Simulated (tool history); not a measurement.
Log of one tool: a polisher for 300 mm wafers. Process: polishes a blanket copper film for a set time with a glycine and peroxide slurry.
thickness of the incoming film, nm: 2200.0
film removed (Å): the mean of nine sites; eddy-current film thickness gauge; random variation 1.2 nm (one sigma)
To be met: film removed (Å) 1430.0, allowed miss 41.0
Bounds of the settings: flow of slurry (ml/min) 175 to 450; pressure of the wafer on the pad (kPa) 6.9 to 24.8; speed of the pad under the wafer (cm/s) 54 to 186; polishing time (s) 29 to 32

run	hour	flow of slurry (ml/min)	pressure of the wafer on the pad (kPa)	speed of the pad under the wafer (cm/s)	polishing time (s)	film removed (Å)
1	0.0	290	15.9	118	32	2033.4
2	7.8	290	15.9	138	32	2217.6
3	12.7	290	15.9	138	32	2237.2
4	14.7	290	15.9	162	32	2446.0
5	18.9	290	14.5	160	32	2228.7
6	22.9	290	14.5	160	32	2266.2
7	26.8	290	13.8	158	32	2167.1
8	34.2	290	13.1	156	32	2090.3

Which of these 4 next moves meets every target?
A	41.6	310	8.3	154	29	?
B	41.6	250	11.7	132	29	?
C	41.6	225	13.1	128	32	?
D	41.6	265	11.0	128	29	?

move	film removed (Å)
A	1325.8
B	1529.8
C	1780.7
D	1447.2
A: takes the result that was furthest off past its target
B: nearer than the last run, and not there yet
C: nearer than the last run, and not there yet
D: meets every target
Answer: D

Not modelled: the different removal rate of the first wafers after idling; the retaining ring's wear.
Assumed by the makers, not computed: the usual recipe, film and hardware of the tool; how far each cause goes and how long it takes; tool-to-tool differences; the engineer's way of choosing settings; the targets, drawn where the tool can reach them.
